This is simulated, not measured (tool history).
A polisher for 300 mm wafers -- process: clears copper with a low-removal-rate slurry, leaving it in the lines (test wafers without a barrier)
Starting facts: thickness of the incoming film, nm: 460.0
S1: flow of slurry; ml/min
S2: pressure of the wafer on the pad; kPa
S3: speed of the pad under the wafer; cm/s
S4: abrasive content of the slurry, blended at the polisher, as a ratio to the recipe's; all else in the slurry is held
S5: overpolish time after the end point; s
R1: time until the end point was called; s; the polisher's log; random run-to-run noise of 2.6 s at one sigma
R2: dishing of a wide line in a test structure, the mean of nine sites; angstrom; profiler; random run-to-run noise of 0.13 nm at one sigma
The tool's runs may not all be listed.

run,hour,S1,S2,S3,S4,S5,R1,R2
1,0.0,190,19.3,100,1.0,21,205.18,327.000
2,8.1,200,16.5,102,1.0,16,228.10,227.090
3,9.9,210,15.2,104,1.0,13,247.27,183.320
4,11.3,210,15.2,104,1.0,10,246.07,140.460
5,14.1,250,15.2,104,1.0,10,240.67,145.340
6,17.8,250,15.2,104,1.0,6,241.17,87.827
7,26.2,220,14.5,106,1.0,6,252.02,87.383
8,31.6,170,13.1,106,1.0,16,288.87,189.990

Run 9 has not been measured yet. What should we expect?
9,40.6,190,13.1,106,1.0,14,?,?

R1: 283.99 s
R2: 167.320 angstrom

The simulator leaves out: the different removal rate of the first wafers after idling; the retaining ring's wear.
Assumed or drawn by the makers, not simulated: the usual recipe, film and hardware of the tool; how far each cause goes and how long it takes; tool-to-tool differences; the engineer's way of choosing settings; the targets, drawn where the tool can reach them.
